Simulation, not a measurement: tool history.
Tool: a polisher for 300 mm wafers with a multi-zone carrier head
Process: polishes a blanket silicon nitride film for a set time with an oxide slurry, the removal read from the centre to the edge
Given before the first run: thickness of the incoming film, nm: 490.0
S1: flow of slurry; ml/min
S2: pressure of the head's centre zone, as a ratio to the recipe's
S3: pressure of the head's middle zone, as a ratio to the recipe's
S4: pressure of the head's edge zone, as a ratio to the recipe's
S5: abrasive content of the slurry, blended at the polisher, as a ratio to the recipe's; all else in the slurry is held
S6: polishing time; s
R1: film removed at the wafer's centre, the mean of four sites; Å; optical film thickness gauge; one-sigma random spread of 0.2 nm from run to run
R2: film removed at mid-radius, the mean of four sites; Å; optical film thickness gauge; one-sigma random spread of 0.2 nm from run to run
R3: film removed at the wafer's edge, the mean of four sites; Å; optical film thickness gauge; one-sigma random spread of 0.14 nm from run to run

run 1 hour=0.0 | S1=275 S2=1.00 S3=1.00 S4=1.00 S5=1.00 S6=40 | R1=323.89 R2=335.46 R3=330.23
run 2 hour=1.0 | S1=275 S2=1.00 S3=1.08 S4=1.00 S5=1.00 S6=40 | R1=329.54 R2=355.59 R3=330.74
run 3 hour=8.2 | S1=300 S2=1.00 S3=1.08 S4=1.00 S5=1.00 S6=40 | R1=328.08 R2=355.26 R3=332.53
run 4 hour=15.8 | S1=335 S2=1.00 S3=1.08 S4=1.00 S5=1.00 S6=40 | R1=336.65 R2=360.32 R3=335.31
run 5 hour=18.1 | S1=280 S2=1.00 S3=1.08 S4=1.00 S5=1.00 S6=40 | R1=328.19 R2=360.40 R3=332.31
run 6 hour=22.3 | S1=280 S2=1.00 S3=1.08 S4=1.00 S5=1.15 S6=40 | R1=347.02 R2=369.75 R3=344.24
run 7 hour=30.4 | S1=280 S2=1.00 S3=1.06 S4=0.99 S5=1.10 S6=38 | R1=328.20 R2=349.38 R3=323.25
run 8 hour=32.0 | S1=280 S2=1.00 S3=1.04 S4=0.99 S5=1.05 S6=36 | R1=305.34 R2=321.30 R3=298.05
run 9 hour=34.8 | S1=280 S2=0.99 S3=1.02 S4=0.99 S5=1.00 S6=35 | R1=282.33 R2=300.05 R3=288.46
run 10 hour=43.6 | S1=270 S2=1.00 S3=0.97 S4=0.89 S5=0.75 S6=25 | R1=184.43 R2=185.24 R3=177.21
run 11 hour=46.0 | S1=270 S2=0.99 S3=0.97 S4=0.89 S5=0.75 S6=25 | R1=184.18 R2=187.40 R3=178.19
run 12 hour=52.4 | S1=270 S2=0.98 S3=0.97 S4=0.89 S5=0.75 S6=25 | R1=185.82 R2=182.67 R3=177.22

Estimate the outcome of run 13 from the log above:
run 13 hour=60.8 | S1=265 S2=0.97 S3=0.98 S4=0.90 S5=0.75 S6=25 | R1=? R2=? R3=?

{"run 13": {"R1": 179.51, "R2": 187.39, "R3": 179.06}}
